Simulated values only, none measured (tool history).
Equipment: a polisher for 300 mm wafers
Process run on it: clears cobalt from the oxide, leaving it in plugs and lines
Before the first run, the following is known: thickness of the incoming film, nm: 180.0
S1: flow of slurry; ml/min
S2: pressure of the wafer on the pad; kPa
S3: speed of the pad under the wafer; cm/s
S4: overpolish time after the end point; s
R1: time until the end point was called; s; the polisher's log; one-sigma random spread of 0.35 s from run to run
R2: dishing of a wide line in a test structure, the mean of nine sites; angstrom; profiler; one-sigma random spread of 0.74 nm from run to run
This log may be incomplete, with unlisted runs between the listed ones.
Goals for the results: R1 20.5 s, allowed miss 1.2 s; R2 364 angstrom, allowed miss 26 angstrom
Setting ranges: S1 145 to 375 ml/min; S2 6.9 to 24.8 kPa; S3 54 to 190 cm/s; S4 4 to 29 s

run,hour,S1,S2,S3,S4,R1,R2
1,0,240,15.9,122,15,22.339,537.71
2,4.2,240,15.9,122,14,22.889,563.67
3,12.1,240,15.9,122,19,22.152,611.73
4,14.2,240,15.9,122,17,22.234,572.85
5,15.7,240,15.9,122,16,22.518,559.4
6,17.7,240,11.7,122,16,29.654,504.66
7,19.7,240,11.7,126,15,29.765,514.07
8,22,240,13.1,118,14,27.34,497.57
9,22.6,240,13.8,110,13,27.591,470.62
10,30.5,240,14.5,104,12,27.262,471.48
11,35.5,245,15.2,98,11,27.933,451.55
12,36.3,240,16.5,92,10,26.735,419.12
13,43.6,235,20.7,88,4,22.137,263.03
14,50.2,240,19.3,108,9,20.257,460.29
15,55.8,235,19.3,108,9,19.513,459.6
16,60.3,235,19.3,106,8,21.036,438.36

Exactly one of the 5 candidate moves below puts every result within its allowed miss. Which one?
A,64.8,145,16.5,122,10,?,?
B,64.8,285,20,104,8,?,?
C,64.8,195,20,124,8,?,?
D,64.8,210,23.4,82,6,?,?
E,64.8,280,20.7,94,8,?,?

move,R1,R2
A,23.414,464.1
B,19.801,450.12
C,18.2,470.81
D,20.808,366.32
E,20.646,439.74
A: its largest miss is bigger than the last run's
B: its largest miss is bigger than the last run's
C: its largest miss is bigger than the last run's
D: all results land within tolerance of their targets
E: about as far from the targets as the last run
Move D is the one to make.

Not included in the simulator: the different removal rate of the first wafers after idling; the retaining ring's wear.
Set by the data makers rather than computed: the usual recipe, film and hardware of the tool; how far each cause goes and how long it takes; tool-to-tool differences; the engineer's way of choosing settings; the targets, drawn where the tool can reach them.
